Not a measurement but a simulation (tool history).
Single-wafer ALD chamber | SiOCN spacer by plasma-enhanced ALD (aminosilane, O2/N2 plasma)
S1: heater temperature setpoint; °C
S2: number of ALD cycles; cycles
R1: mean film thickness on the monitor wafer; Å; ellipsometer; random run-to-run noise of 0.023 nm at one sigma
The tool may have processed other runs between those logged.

Run 1, hour 0.0: S1 385 °C, S2 88 cycles. Result: R1 50.161 Å.
Run 2, hour 4.5: S1 385 °C, S2 84 cycles. Result: R1 47.164 Å.
Run 3, hour 8.5: S1 394 °C, S2 84 cycles. Result: R1 47.502 Å.
Run 4, hour 14.8: S1 394 °C, S2 81 cycles. Result: R1 45.419 Å.
Run 5, hour 21.2: S1 390 °C, S2 81 cycles. Result: R1 45.343 Å.
Run 6, hour 22.3: S1 390 °C, S2 79 cycles. Result: R1 44.966 Å.
Run 7, hour 25.1: S1 390 °C, S2 77 cycles. Result: R1 43.224 Å.
Run 8, hour 28.1: S1 390 °C, S2 76 cycles. Result: R1 42.763 Å.

Predict the results of run 9:
Run 9, hour 34.9: S1 390 °C, S2 69 cycles. Result: R1 ?.

{"run 9": {"R1": 38.67}}
